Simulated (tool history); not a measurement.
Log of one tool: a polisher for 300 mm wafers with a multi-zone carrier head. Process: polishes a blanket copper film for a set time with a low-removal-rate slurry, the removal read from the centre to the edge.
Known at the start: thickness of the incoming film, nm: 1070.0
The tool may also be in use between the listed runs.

run,hour,flow of slurry (ml/min),pressure of the head's centre zone,pressure of the head's middle zone,pressure of the head's edge zone,abrasive content of the slurry,polishing time (s),film removed at the wafer's centre (angstrom),film removed at mid-radius (angstrom),film removed at the wafer's edge (angstrom)
1,0.0,130,1.00,1.00,1.00,1.00,39,1341.6,1375.6,1347.5
2,6.5,130,1.00,1.00,1.00,1.00,45,1534.9,1605.5,1545.9
3,10.1,130,1.00,1.00,1.08,1.00,45,1542.0,1597.6,1577.0
4,14.2,130,1.01,1.00,1.05,0.90,43,1472.2,1471.7,1455.6
5,19.9,125,1.01,1.00,1.03,0.85,42,1373.8,1421.9,1400.4
6,28.2,125,1.01,1.00,0.98,0.85,42,1406.3,1421.7,1394.9
7,36.2,125,1.02,1.01,0.97,0.80,40,1308.8,1340.5,1287.2
8,42.9,125,1.03,1.01,0.96,0.75,39,1270.2,1296.2,1228.5
9,45.8,120,1.04,1.00,0.95,0.70,38,1221.3,1215.5,1146.4
10,49.2,115,1.04,0.99,0.94,0.65,38,1182.4,1164.9,1142.9
11,55.9,110,1.05,0.99,0.93,0.65,38,1206.8,1167.1,1144.2
12,62.8,110,1.05,0.99,0.92,0.65,37,1196.9,1122.9,1090.5
13,67.4,105,1.04,0.99,0.91,0.65,37,1138.8,1124.0,1094.5
14,71.0,105,1.04,0.99,0.90,0.65,37,1159.7,1125.0,1084.7

The next listed run, before its measurement:
15,73.4,105,1.04,0.99,0.89,0.65,37,?,?,?

Run 15 gave film removed at the wafer's centre (angstrom) 1143.2, film removed at mid-radius (angstrom) 1123.8, film removed at the wafer's edge (angstrom) 1071.5.
